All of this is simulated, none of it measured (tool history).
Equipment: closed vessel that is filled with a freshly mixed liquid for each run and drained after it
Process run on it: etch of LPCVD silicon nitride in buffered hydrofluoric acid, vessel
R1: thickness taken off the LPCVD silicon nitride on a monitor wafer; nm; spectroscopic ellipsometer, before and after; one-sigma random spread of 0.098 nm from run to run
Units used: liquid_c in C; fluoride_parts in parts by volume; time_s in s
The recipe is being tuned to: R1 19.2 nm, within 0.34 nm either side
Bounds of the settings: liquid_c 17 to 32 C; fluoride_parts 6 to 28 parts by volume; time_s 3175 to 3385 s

Run 1, day 0: liquid_c 24 C, fluoride_parts 17 parts by volume, time_s 3175 s. Result: R1 21.317 nm.
Run 2, day 0.362: liquid_c 24 C, fluoride_parts 17 parts by volume, time_s 3385 s. Result: R1 22.836 nm.
Run 3, day 0.742: liquid_c 24 C, fluoride_parts 17 parts by volume, time_s 3175 s. Result: R1 21.287 nm.
Run 4, day 1.075: liquid_c 27.5 C, fluoride_parts 17 parts by volume, time_s 3175 s. Result: R1 25.886 nm.
Run 5, day 1.408: liquid_c 26 C, fluoride_parts 17 parts by volume, time_s 3175 s. Result: R1 23.823 nm.
Run 6, day 1.712: liquid_c 26 C, fluoride_parts 17 parts by volume, time_s 3385 s. Result: R1 25.422 nm.
Run 7, day 1.858: liquid_c 24.5 C, fluoride_parts 17 parts by volume, time_s 3385 s. Result: R1 23.192 nm.
Run 8, day 2.129: liquid_c 23.5 C, fluoride_parts 17 parts by volume, time_s 3385 s. Result: R1 22.102 nm.
Run 9, day 2.408: liquid_c 23 C, fluoride_parts 17 parts by volume, time_s 3385 s. Result: R1 21.776 nm.
Run 10, day 2.775: liquid_c 22.5 C, fluoride_parts 17 parts by volume, time_s 3385 s. Result: R1 21.099 nm.
Run 11, day 3.158: liquid_c 22 C, fluoride_parts 17 parts by volume, time_s 3385 s. Result: R1 20.442 nm.
At day 3.271: thermometer replaced.
Run 12, day 3.271: liquid_c 21.5 C, fluoride_parts 17 parts by volume, time_s 3385 s. Result: R1 22.206 nm.
Run 13, day 3.662: liquid_c 20 C, fluoride_parts 17.5 parts by volume, time_s 3385 s. Result: R1 19.833 nm.

Which of these 5 next moves meets every target?
Run A, day 4.054: liquid_c 18 C, fluoride_parts 15.5 parts by volume, time_s 3175 s. Result: R1 ?.
Run B, day 4.054: liquid_c 18 C, fluoride_parts 15.5 parts by volume, time_s 3235 s. Result: R1 ?.
Run C, day 4.054: liquid_c 21 C, fluoride_parts 18 parts by volume, time_s 3305 s. Result: R1 ?.
Run D, day 4.054: liquid_c 18.5 C, fluoride_parts 14.5 parts by volume, time_s 3230 s. Result: R1 ?.
Run E, day 4.054: liquid_c 17.5 C, fluoride_parts 14 parts by volume, time_s 3175 s. Result: R1 ?.

move      R1
   A  18.789
   B  19.144
   C  19.982
   D  20.998
   E  20.185
A: moves the result that the last run missed by most past its target, out the other side
B: every result within its allowed miss
C: lands further from the targets than the last run did
D: lands further from the targets than the last run did
E: lands further from the targets than the last run did
B meets every target.
